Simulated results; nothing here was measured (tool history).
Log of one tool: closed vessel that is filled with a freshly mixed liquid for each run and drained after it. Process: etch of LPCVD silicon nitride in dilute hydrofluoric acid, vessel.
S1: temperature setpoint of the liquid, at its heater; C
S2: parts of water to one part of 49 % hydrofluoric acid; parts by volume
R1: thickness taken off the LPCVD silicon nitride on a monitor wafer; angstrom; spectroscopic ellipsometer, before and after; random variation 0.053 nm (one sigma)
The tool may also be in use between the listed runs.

{"run": 1, "hour": 0.0, "S1": 22.0, "S2": 60, "time in the liquid (s)": 495, "R1": 34.718}
{"run": 2, "hour": 2.8, "S1": 22.0, "S2": 60, "time in the liquid (s)": 290, "R1": 20.383}
{"run": 3, "hour": 4.8, "S1": 24.5, "S2": 50, "time in the liquid (s)": 350, "R1": 34.801}
{"run": 4, "hour": 7.5, "S1": 24.5, "S2": 70, "time in the liquid (s)": 350, "R1": 24.925}
{"run": 5, "hour": 17.1, "S1": 26.0, "S2": 55, "time in the liquid (s)": 395, "R1": 39.584}
{"run": 6, "hour": 21.9, "S1": 23.0, "S2": 55, "time in the liquid (s)": 395, "R1": 32.389}
{"run": 7, "hour": 26.9, "S1": 25.0, "S2": 45, "time in the liquid (s)": 425, "R1": 48.103}
{"run": 8, "hour": 34.6, "S1": 26.5, "S2": 35, "time in the liquid (s)": 435, "R1": 70.547}
{"run": 9, "hour": 39.4, "S1": 27.5, "S2": 30, "time in the liquid (s)": 435, "R1": 86.635}

Forecast run 10:
{"run": 10, "hour": 47.5, "S1": 28.0, "S2": 30, "time in the liquid (s)": 435, "R1": "?"}

Run 10 gave R1 89.516 angstrom.
